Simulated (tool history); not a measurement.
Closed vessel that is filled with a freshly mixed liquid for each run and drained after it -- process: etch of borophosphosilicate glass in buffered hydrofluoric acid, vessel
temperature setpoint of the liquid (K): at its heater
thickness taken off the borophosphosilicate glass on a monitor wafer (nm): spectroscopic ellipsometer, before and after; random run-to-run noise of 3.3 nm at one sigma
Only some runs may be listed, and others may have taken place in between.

run,hour,temperature setpoint of the liquid (K),parts of 40 % ammonium fluoride to one part of 49 % hydrofluoric acid (parts by volume),time in the liquid (s),thickness taken off the borophosphosilicate glass on a monitor wafer (nm)
1,0.0,297.15,8.5,95,175.67
2,6.6,297.15,7.0,95,216.76
3,12.4,294.65,7.0,95,194.13
4,21.3,294.65,9.0,95,146.28
5,26.7,298.15,9.0,95,176.64
6,29.6,298.15,9.0,105,194.62
7,37.2,300.15,8.0,105,248.33
8,38.4,301.65,7.5,105,282.76
# hour 46.3: thermometer replaced
9,46.3,302.65,7.0,105,300.35

Run 10, settings as shown, results not yet in. Your forecast:
10,51.5,303.15,6.5,105,?

thickness taken off the borophosphosilicate glass on a monitor wafer (nm): 339.03

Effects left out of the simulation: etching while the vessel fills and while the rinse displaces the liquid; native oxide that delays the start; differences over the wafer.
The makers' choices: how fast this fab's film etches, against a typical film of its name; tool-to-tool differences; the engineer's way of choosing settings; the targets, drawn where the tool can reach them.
